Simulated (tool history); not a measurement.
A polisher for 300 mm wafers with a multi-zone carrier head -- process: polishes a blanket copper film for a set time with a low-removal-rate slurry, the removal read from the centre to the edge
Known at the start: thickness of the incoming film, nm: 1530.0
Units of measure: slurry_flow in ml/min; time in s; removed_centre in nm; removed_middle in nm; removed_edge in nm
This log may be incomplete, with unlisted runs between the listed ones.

run 1 day=0.000 | slurry_flow=260 centre_zone=1.00 middle_zone=1.00 edge_zone=1.00 slurry_solids=1.00 time=84 | removed_centre=333.74 removed_middle=330.21 removed_edge=321.20
run 2 day=0.354 | slurry_flow=240 centre_zone=1.00 middle_zone=1.00 edge_zone=1.00 slurry_solids=1.00 time=84 | removed_centre=329.12 removed_middle=322.60 removed_edge=321.15
run 3 day=0.475 | slurry_flow=240 centre_zone=1.00 middle_zone=1.00 edge_zone=1.00 slurry_solids=1.00 time=66 | removed_centre=259.46 removed_middle=254.30 removed_edge=252.46
run 4 day=0.596 | slurry_flow=240 centre_zone=1.00 middle_zone=1.00 edge_zone=1.00 slurry_solids=0.80 time=66 | removed_centre=246.55 removed_middle=243.57 removed_edge=239.74
run 5 day=0.662 | slurry_flow=240 centre_zone=1.00 middle_zone=1.00 edge_zone=1.00 slurry_solids=0.95 time=66 | removed_centre=254.02 removed_middle=244.93 removed_edge=248.39
run 6 day=0.892 | slurry_flow=240 centre_zone=1.00 middle_zone=1.00 edge_zone=1.00 slurry_solids=0.95 time=83 | removed_centre=322.99 removed_middle=311.69 removed_edge=314.79
run 7 day=1.100 | slurry_flow=235 centre_zone=1.01 middle_zone=1.01 edge_zone=1.01 slurry_solids=1.00 time=84 | removed_centre=332.79 removed_middle=323.66 removed_edge=322.86

Estimate the outcome of run 8 from the log above:
run 8 day=1.458 | slurry_flow=235 centre_zone=1.02 middle_zone=1.02 edge_zone=1.02 slurry_solids=1.05 time=85 | removed_centre=? removed_middle=? removed_edge=?

{"run 8": {"removed_centre": 343.72, "removed_middle": 331.56, "removed_edge": 328.76}}

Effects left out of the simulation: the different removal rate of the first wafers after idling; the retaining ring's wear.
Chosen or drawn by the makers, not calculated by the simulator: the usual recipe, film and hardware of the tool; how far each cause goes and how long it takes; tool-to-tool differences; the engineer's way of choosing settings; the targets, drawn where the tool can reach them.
